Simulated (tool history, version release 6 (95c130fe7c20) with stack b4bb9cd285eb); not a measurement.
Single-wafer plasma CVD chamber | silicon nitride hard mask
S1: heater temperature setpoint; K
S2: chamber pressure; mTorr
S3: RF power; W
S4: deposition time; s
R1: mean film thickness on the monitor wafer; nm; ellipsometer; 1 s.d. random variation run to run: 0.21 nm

run  hour      S1    S2   S3    S4      R1
  1     0  698.15  1600  345  33.2  41.197
  2     6  698.15  1600  345  31.7  39.007
  3  13.2  698.15  1600  375  31.7  42.437
  4  15.4  698.15  1650  380  31.7  43.156
  5  19.6  698.15  1650  410  31.7  45.842
  6  20.4  698.15  1790  410  31.7  47.722
  7  27.1  698.15  1820  410  31.7  48.083
  8  35.5  698.15  1840  410  31.7  48.016
  9    42  698.15  1840  410  31.7  48.167
 10  42.7  698.15  1860  410  31.7  48.274

Estimate the outcome of run 11 from the log above:
 11  43.7  698.15  1880  410  31.7   ?

R1: 48.45 nm
